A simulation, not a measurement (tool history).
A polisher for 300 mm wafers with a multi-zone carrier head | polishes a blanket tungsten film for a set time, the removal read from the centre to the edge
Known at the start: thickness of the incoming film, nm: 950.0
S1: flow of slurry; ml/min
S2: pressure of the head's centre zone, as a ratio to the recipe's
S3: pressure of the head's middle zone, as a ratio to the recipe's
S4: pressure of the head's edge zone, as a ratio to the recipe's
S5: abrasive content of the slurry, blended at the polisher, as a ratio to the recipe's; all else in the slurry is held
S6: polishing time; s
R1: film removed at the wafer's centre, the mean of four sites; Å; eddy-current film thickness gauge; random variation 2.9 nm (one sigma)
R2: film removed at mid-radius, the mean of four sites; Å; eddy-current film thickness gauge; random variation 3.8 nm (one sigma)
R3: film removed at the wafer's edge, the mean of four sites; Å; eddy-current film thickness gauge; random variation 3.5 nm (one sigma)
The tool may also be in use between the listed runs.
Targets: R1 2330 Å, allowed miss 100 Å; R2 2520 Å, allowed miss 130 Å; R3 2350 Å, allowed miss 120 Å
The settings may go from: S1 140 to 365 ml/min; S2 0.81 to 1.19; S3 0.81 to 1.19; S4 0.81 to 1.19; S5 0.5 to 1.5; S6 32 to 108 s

{"run": 1, "hour": 0.0, "S1": 235, "S2": 1, "S3": 1, "S4": 1, "S5": 1, "S6": 70, "R1": 2756.4, "R2": 2727.8, "R3": 2792.4}
{"run": 2, "hour": 5.2, "S1": 235, "S2": 0.98, "S3": 1.01, "S4": 0.97, "S5": 0.9, "S6": 69, "R1": 2565, "R2": 2622.5, "R3": 2752.3}
{"run": 3, "hour": 8.9, "S1": 235, "S2": 1, "S3": 1.05, "S4": 0.96, "S5": 0.9, "S6": 66, "R1": 2496.9, "R2": 2563.4, "R3": 2565.7}
{"run": 4, "hour": 17.6, "S1": 235, "S2": 1, "S3": 1.05, "S4": 0.96, "S5": 1.05, "S6": 66, "R1": 2578.6, "R2": 2640.2, "R3": 2607.7}
{"run": 5, "hour": 18.4, "S1": 235, "S2": 1, "S3": 1.05, "S4": 0.96, "S5": 1, "S6": 66, "R1": 2532.8, "R2": 2691.2, "R3": 2641}
{"run": 6, "hour": 25.6, "S1": 235, "S2": 1, "S3": 1, "S4": 0.96, "S5": 1, "S6": 66, "R1": 2640.5, "R2": 2563.9, "R3": 2680.5}
{"run": 7, "hour": 30.2, "S1": 235, "S2": 1.01, "S3": 1.03, "S4": 0.96, "S5": 0.95, "S6": 65, "R1": 2510.3, "R2": 2519, "R3": 2602.6}
{"run": 8, "hour": 36.7, "S1": 235, "S2": 1.02, "S3": 1.06, "S4": 0.96, "S5": 0.95, "S6": 63, "R1": 2474.6, "R2": 2551.2, "R3": 2438}
{"run": 9, "hour": 45.5, "S1": 230, "S2": 1.02, "S3": 1.07, "S4": 0.96, "S5": 0.95, "S6": 63, "R1": 2401.7, "R2": 2531.6, "R3": 2469.8}
{"run": 10, "hour": 50.5, "S1": 235, "S2": 1.03, "S3": 1.08, "S4": 0.96, "S5": 0.95, "S6": 62, "R1": 2401.3, "R2": 2576.2, "R3": 2454.7}
{"run": 11, "hour": 51.3, "S1": 235, "S2": 1.03, "S3": 1.09, "S4": 0.95, "S5": 0.95, "S6": 62, "R1": 2455.9, "R2": 2531.4, "R3": 2373.2}

5 next moves are on the table. One of them brings every result within its allowed miss. Which?
{"run": "A", "hour": 52.1, "S1": 240, "S2": 1.09, "S3": 1.11, "S4": 0.92, "S5": 0.95, "S6": 63, "R1": "?", "R2": "?", "R3": "?"}
{"run": "B", "hour": 52.1, "S1": 270, "S2": 0.98, "S3": 1.08, "S4": 0.92, "S5": 1.15, "S6": 59, "R1": "?", "R2": "?", "R3": "?"}
{"run": "C", "hour": 52.1, "S1": 250, "S2": 1.12, "S3": 1.09, "S4": 0.92, "S5": 0.95, "S6": 61, "R1": "?", "R2": "?", "R3": "?"}
{"run": "D", "hour": 52.1, "S1": 255, "S2": 1.15, "S3": 1.14, "S4": 0.9, "S5": 1.1, "S6": 56, "R1": "?", "R2": "?", "R3": "?"}
{"run": "E", "hour": 52.1, "S1": 260, "S2": 1.05, "S3": 1.13, "S4": 0.86, "S5": 0.95, "S6": 61, "R1": "?", "R2": "?", "R3": "?"}

move=A R1=2618.2 R2=2643.4 R3=2444
move=B R1=2351.2 R2=2564.6 R3=2418.5
move=C R1=2616.9 R2=2532.9 R3=2376.5
move=D R1=2555.6 R2=2504.5 R3=2235.8
move=E R1=2474.1 R2=2626.3 R3=2311.8
A: further off than the last run
B: meets every target
C: further off than the last run
D: further off than the last run
E: further off than the last run
The right move is B.
